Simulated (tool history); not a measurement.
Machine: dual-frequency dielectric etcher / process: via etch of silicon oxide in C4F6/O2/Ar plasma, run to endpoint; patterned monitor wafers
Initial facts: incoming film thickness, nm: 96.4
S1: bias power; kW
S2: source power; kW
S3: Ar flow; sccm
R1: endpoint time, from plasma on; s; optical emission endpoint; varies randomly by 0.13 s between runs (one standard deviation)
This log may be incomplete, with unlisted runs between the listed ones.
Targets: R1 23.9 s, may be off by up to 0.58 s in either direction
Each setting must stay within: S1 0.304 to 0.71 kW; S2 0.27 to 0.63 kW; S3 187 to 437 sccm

run	hour	S1	S2	S3	R1
1	0	0.507	0.45	312	21.05
2	7.9	0.507	0.45	362	21.44
3	13.3	0.507	0.4	362	22.463
4	17.9	0.507	0.47	362	21.207
5	24	0.507	0.39	362	22.665
6	30.3	0.507	0.43	362	21.753
7	39	0.487	0.42	363	22.55
8	39.9	0.487	0.42	363	22.547
9	42	0.476	0.42	363	22.417
10	49.7	0.461	0.41	364	23.175
11	52.9	0.455	0.41	364	23.295

Which one of the following 4 next-run settings gets every result inside its allowed miss? There is exactly one.
A	56.1	0.551	0.35	305	?
B	56.1	0.388	0.46	382	?
C	56.1	0.432	0.45	288	?
D	56.1	0.49	0.41	366	?

move	R1
A	22.365
B	23.818
C	22.411
D	22.606
A: lands further from the targets than the last run did
B: all results in spec
C: lands further from the targets than the last run did
D: lands further from the targets than the last run did
Answer: B
